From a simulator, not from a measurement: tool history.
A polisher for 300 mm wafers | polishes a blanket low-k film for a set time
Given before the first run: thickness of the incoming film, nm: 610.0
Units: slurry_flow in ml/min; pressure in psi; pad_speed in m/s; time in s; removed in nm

run 1 day=0.000 | slurry_flow=125 pressure=1.4 pad_speed=1.00 slurry_solids=1.0 time=52 | removed=13.9900
run 2 day=0.308 | slurry_flow=120 pressure=1.3 pad_speed=1.00 slurry_solids=1.0 time=52 | removed=12.6410
run 3 day=0.546 | slurry_flow=135 pressure=1.3 pad_speed=1.00 slurry_solids=1.0 time=52 | removed=13.1320
run 4 day=0.875 | slurry_flow=135 pressure=1.3 pad_speed=1.00 slurry_solids=1.1 time=52 | removed=13.5510
run 5 day=1.250 | slurry_flow=130 pressure=1.2 pad_speed=1.00 slurry_solids=1.1 time=52 | removed=12.3800
run 6 day=1.575 | slurry_flow=115 pressure=1.2 pad_speed=1.00 slurry_solids=1.1 time=52 | removed=11.8930
run 7 day=1.642 | slurry_flow=110 pressure=1.2 pad_speed=1.00 slurry_solids=1.1 time=52 | removed=12.0460

For run 8, what comes out?
run 8 day=1.900 | slurry_flow=110 pressure=0.9 pad_speed=0.98 slurry_solids=1.1 time=52 | removed=?

{"run 8": {"removed": 9.0733}}
